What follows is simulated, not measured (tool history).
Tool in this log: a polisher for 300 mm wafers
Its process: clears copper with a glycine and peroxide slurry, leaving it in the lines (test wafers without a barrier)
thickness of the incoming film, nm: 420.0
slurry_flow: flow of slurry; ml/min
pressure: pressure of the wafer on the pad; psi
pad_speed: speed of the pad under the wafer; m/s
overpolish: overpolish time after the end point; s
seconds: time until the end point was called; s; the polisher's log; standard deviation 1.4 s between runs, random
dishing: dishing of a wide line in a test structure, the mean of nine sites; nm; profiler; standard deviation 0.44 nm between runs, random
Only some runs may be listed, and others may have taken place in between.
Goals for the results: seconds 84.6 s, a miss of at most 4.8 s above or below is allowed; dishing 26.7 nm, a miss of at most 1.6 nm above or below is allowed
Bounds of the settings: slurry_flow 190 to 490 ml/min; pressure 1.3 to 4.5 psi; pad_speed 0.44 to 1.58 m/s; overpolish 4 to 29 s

{"run": 1, "hour": 0.0, "slurry_flow": 315, "pressure": 2.9, "pad_speed": 1, "overpolish": 15, "seconds": 67.651, "dishing": 59.032}
{"run": 2, "hour": 1.4, "slurry_flow": 315, "pressure": 2.6, "pad_speed": 1, "overpolish": 15, "seconds": 74, "dishing": 56.01}
{"run": 3, "hour": 8.5, "slurry_flow": 315, "pressure": 2.6, "pad_speed": 1.22, "overpolish": 15, "seconds": 62.062, "dishing": 61.894}
{"run": 4, "hour": 16.9, "slurry_flow": 310, "pressure": 2.4, "pad_speed": 1.22, "overpolish": 14, "seconds": 66.449, "dishing": 56.123}
{"run": 5, "hour": 18.4, "slurry_flow": 305, "pressure": 2.3, "pad_speed": 1.24, "overpolish": 13, "seconds": 65.792, "dishing": 51.712}
{"run": 6, "hour": 26.9, "slurry_flow": 305, "pressure": 1.8, "pad_speed": 1.24, "overpolish": 13, "seconds": 81.677, "dishing": 43.689}
{"run": 7, "hour": 29.1, "slurry_flow": 305, "pressure": 1.8, "pad_speed": 1.24, "overpolish": 12, "seconds": 80.845, "dishing": 42.686}
{"run": 8, "hour": 36.9, "slurry_flow": 295, "pressure": 1.8, "pad_speed": 1.26, "overpolish": 11, "seconds": 79.107, "dishing": 39.296}
{"run": 9, "hour": 40.8, "slurry_flow": 295, "pressure": 1.8, "pad_speed": 1.26, "overpolish": 10, "seconds": 79.896, "dishing": 37.378}
{"run": 10, "hour": 46.2, "slurry_flow": 295, "pressure": 1.8, "pad_speed": 1.26, "overpolish": 9, "seconds": 80.85, "dishing": 33.305}

Exactly one of the 4 candidate moves below puts every result within its allowed miss. Which one?
{"run": "A", "hour": 51.6, "slurry_flow": 245, "pressure": 1.9, "pad_speed": 1.14, "overpolish": 7, "seconds": "?", "dishing": "?"}
{"run": "B", "hour": 51.6, "slurry_flow": 250, "pressure": 1.8, "pad_speed": 1.3, "overpolish": 10, "seconds": "?", "dishing": "?"}
{"run": "C", "hour": 51.6, "slurry_flow": 230, "pressure": 1.7, "pad_speed": 1.44, "overpolish": 11, "seconds": "?", "dishing": "?"}
{"run": "D", "hour": 51.6, "slurry_flow": 320, "pressure": 1.5, "pad_speed": 1.5, "overpolish": 10, "seconds": "?", "dishing": "?"}

move=A seconds=81.243 dishing=26.109
move=B seconds=75.888 dishing=36.927
move=C seconds=73.442 dishing=40.5
move=D seconds=75.293 dishing=36.56
A: all results in spec
B: lands further from the targets than the last run did
C: lands further from the targets than the last run did
D: lands further from the targets than the last run did
Answer: A

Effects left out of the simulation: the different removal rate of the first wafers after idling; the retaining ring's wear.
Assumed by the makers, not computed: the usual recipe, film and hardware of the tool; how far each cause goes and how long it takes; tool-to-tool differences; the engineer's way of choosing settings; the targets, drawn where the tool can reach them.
